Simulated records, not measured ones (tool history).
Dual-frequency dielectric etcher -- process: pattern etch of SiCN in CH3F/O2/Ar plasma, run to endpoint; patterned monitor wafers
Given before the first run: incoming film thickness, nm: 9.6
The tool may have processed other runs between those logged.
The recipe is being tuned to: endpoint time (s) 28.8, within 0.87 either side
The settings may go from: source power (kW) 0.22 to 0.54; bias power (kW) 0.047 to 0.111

run	day	source power (kW)	bias power (kW)	endpoint time (s)
1	0	0.38	0.079	25.172
2	0.071	0.38	0.07	25.814
3	0.146	0.42	0.07	24.627
4	0.504	0.42	0.084	23.716
5	0.583	0.4	0.082	24.306
6	0.925	0.4	0.089	23.834
7	1.175	0.38	0.087	24.831
8	1.329	0.37	0.086	25.078
9	1.517	0.36	0.085	25.404
10	1.621	0.35	0.084	25.956
11	1.962	0.34	0.083	26.119
12	2.325	0.33	0.082	26.963
13	2.392	0.32	0.082	26.925
14	2.488	0.31	0.082	27.349

Which of these 4 next moves meets every target?
A	2.583	0.33	0.081	?
B	2.583	0.34	0.084	?
C	2.583	0.27	0.084	?
D	2.583	0.32	0.084	?

move	endpoint time (s)
A	26.999
B	26.409
C	29.487
D	27.169
A: the biggest miss grows against the last run
B: the biggest miss grows against the last run
C: each result inside its tolerance
D: the biggest miss grows against the last run
Correct choice: C, which meets every target
